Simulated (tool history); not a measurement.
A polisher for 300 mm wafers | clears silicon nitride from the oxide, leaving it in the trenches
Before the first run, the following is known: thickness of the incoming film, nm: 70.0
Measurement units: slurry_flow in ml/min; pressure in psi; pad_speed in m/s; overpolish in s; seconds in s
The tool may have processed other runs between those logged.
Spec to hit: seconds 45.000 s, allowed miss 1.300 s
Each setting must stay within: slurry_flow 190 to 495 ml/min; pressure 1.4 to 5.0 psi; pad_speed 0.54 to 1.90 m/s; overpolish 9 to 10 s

run	hour	slurry_flow	pressure	pad_speed	overpolish	seconds
1	0.0	320	3.2	1.22	10	59.871
2	5.8	320	3.2	0.98	10	72.794
3	14.6	320	3.5	0.98	10	68.411
4	17.1	320	3.5	0.98	10	68.312
5	26.1	320	3.8	0.98	10	62.834
6	32.5	320	4.0	0.98	10	60.674
7	38.2	320	4.2	1.00	10	55.827
8	46.2	320	4.4	1.00	10	52.586
9	50.6	320	4.5	1.00	10	52.577
10	54.3	325	5.0	1.02	10	46.275

Pick the move, out of 5, that brings all results within their allowed miss; only one does.
A	58.0	350	4.8	1.08	9	?
B	58.0	330	4.8	1.00	9	?
C	58.0	340	4.6	1.04	10	?
D	58.0	280	5.0	1.12	10	?
E	58.0	400	5.0	0.96	9	?

move	seconds
A	45.208
B	48.941
C	48.936
D	42.887
E	48.220
A: hits every target within its allowed miss
B: the biggest miss grows against the last run
C: the biggest miss grows against the last run
D: takes the biggest miss from the last run beyond its target
E: the biggest miss grows against the last run
So the answer is move A, the one that meets all the targets.
